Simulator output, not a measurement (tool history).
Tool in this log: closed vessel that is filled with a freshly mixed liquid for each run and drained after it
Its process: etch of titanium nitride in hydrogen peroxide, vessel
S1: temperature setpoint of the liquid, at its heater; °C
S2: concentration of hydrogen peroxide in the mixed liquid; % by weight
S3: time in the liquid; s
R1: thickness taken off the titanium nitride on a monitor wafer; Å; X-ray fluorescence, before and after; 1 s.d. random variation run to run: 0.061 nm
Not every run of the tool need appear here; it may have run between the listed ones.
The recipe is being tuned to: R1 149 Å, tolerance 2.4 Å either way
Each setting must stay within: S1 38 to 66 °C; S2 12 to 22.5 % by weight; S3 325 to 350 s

| run | hour | S1 | S2 | S3 | R1 |
|---|---|---|---|---|---|
| 1 | 0 | 54 | 15.5 | 325 | 228.45 |
| 2 | 1.9 | 58 | 15.5 | 325 | 302.43 |
| 3 | 10.7 | 58 | 17.5 | 325 | 308.84 |
| 4 | 13.8 | 56 | 17.5 | 325 | 269.64 |
| 5 | 22.6 | 63 | 17.5 | 325 | 433.8 |
| 6 | 27.4 | 60 | 17.5 | 325 | 355.7 |
| 7 | 35.7 | 60 | 17.5 | 325 | 356.55 |
| 8 | 36.9 | 57.5 | 17.5 | 325 | 299.14 |
| 9 | 42 | 55.5 | 17.5 | 325 | 261.1 |

Consider the 4 candidate settings below. Which is the only one whose results all fall within their allowed miss of target?
| A | 47.1 | 58 | 22 | 350 | ? |
| B | 47.1 | 47.5 | 19 | 325 | ? |
| C | 47.1 | 50 | 15 | 325 | ? |
| D | 47.1 | 45.5 | 18 | 325 | ? |

| move | R1 |
|---|---|
| A | 348.92 |
| B | 148.92 |
| C | 169.91 |
| D | 127 |
A: the biggest miss grows against the last run
B: all results in spec
C: closes in on the targets versus the last run, not all within tolerance yet
D: takes the result that was furthest off past its target
Answer: B

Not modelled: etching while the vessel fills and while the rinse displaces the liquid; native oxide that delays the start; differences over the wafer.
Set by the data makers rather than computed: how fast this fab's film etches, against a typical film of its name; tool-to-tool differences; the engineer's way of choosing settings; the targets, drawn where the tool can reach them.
